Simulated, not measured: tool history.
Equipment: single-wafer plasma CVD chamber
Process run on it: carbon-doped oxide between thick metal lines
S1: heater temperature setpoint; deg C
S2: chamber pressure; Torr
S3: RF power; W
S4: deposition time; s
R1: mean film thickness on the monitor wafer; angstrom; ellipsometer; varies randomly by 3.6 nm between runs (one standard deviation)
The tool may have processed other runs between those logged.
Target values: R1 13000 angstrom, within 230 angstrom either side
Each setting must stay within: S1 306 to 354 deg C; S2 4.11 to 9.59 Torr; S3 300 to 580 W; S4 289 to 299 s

run,hour,S1,S2,S3,S4,R1
1,0,330,6.85,440,289,14642
2,6.3,333,6.65,430,289,14182
3,10.8,336,6.48,425,289,13985
4,15,338,6.36,420,289,13688
5,16.6,338,6.36,455,289,14291
6,18.2,340,6.17,450,289,14108
7,23.1,342,6.02,445,289,13837
8,26.7,344,5.89,440,289,13633
9,31.4,345,5.8,440,289,13553
10,36.3,346,5.72,440,289,13392
11,44.8,347,5.67,440,289,13427
12,48.2,348,5.6,440,289,13299
13,50.2,349,5.56,440,289,13273

Exercise: of the 5 proposed moves below, exactly one satisfies all targets within the stated allowed misses. Which move is it?
A,52.2,346,4.74,455,299,?
B,52.2,347,5,460,291,?
C,52.2,341,5.57,450,289,?
D,52.2,345,7.02,390,290,?
E,52.2,349,5.85,460,293,?

move,R1
A,13634
B,13472
C,13807
D,13101
E,13963
A: misses by more than the last run did
B: misses by more than the last run did
C: misses by more than the last run did
D: hits every target within its allowed miss
E: misses by more than the last run did
The move that meets every target is D.
